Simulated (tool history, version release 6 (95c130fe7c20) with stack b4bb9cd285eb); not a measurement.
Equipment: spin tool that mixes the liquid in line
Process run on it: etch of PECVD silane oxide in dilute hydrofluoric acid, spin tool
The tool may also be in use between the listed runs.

run,hour,temperature setpoint of the liquid (C),parts of water to one part of 49 % hydrofluoric acid (parts by volume),time under the liquid (s),thickness taken off the PECVD silane oxide on a monitor wafer (nm)
1,0.0,25.0,55,140,53.452
2,6.0,25.0,35,140,84.526
3,10.6,25.0,20,140,153.340
4,18.1,25.0,20,140,153.770
5,22.7,25.0,20,140,151.520
6,26.7,25.0,20,140,152.590
7,35.1,23.0,25,140,110.890
8,38.5,21.5,25,140,102.780
9,39.7,17.5,40,140,53.750

What does the tool deliver on the next run?
10,41.6,18.5,40,140,?

thickness taken off the PECVD silane oxide on a monitor wafer (nm): 56.134

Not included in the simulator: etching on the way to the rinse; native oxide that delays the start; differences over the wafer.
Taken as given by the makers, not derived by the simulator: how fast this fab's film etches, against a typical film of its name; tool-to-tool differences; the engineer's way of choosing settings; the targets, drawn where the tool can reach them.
